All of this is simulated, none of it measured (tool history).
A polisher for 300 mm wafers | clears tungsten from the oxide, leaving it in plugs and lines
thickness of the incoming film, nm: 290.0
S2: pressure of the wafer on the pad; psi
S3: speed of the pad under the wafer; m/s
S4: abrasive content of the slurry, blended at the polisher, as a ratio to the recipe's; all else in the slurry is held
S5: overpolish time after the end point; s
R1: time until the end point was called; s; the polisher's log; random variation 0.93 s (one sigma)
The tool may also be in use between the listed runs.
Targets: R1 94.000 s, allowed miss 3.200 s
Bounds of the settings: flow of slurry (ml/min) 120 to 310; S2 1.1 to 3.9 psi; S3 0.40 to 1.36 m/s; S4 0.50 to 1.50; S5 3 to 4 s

Run 1, hour 0.0: flow of slurry (ml/min) 200, S2 2.5 psi, S3 0.88 m/s, S4 1.00, S5 4 s. Result: R1 106.060 s.
Run 2, hour 7.7: flow of slurry (ml/min) 200, S2 2.0 psi, S3 0.88 m/s, S4 1.00, S5 4 s. Result: R1 123.460 s.
Run 3, hour 12.0: flow of slurry (ml/min) 200, S2 1.5 psi, S3 0.88 m/s, S4 1.00, S5 4 s. Result: R1 149.200 s.
Run 4, hour 20.5: flow of slurry (ml/min) 200, S2 1.5 psi, S3 0.88 m/s, S4 0.90, S5 4 s. Result: R1 154.210 s.
Run 5, hour 21.4: flow of slurry (ml/min) 200, S2 1.9 psi, S3 0.88 m/s, S4 0.90, S5 4 s. Result: R1 129.760 s.
Run 6, hour 23.7: flow of slurry (ml/min) 200, S2 1.5 psi, S3 0.88 m/s, S4 0.90, S5 4 s. Result: R1 154.090 s.
Run 7, hour 29.0: flow of slurry (ml/min) 200, S2 1.7 psi, S3 0.88 m/s, S4 0.90, S5 4 s. Result: R1 141.830 s.
Run 8, hour 33.0: flow of slurry (ml/min) 200, S2 1.8 psi, S3 0.88 m/s, S4 0.90, S5 4 s. Result: R1 140.460 s.
Run 9, hour 33.9: flow of slurry (ml/min) 200, S2 2.0 psi, S3 0.88 m/s, S4 0.90, S5 4 s. Result: R1 127.680 s.
Run 10, hour 39.6: flow of slurry (ml/min) 215, S2 2.7 psi, S3 0.88 m/s, S4 0.90, S5 4 s. Result: R1 102.050 s.
Run 11, hour 47.9: flow of slurry (ml/min) 215, S2 2.8 psi, S3 0.88 m/s, S4 0.90, S5 4 s. Result: R1 99.335 s.

4 next moves are on the table. One of them brings every result within its allowed miss. Which?
Run A, hour 56.2: flow of slurry (ml/min) 140, S2 2.7 psi, S3 0.96 m/s, S4 0.80, S5 3 s. Result: R1 ?.
Run B, hour 56.2: flow of slurry (ml/min) 185, S2 3.0 psi, S3 0.90 m/s, S4 0.90, S5 4 s. Result: R1 ?.
Run C, hour 56.2: flow of slurry (ml/min) 245, S2 3.2 psi, S3 0.76 m/s, S4 0.95, S5 3 s. Result: R1 ?.
Run D, hour 56.2: flow of slurry (ml/min) 220, S2 2.9 psi, S3 0.80 m/s, S4 1.05, S5 4 s. Result: R1 ?.

move       R1
   A  100.390
   B   93.486
   C   99.504
   D  100.890
A: further off than the last run
B: meets every target
C: as far off as the last run
D: further off than the last run
Answer: B
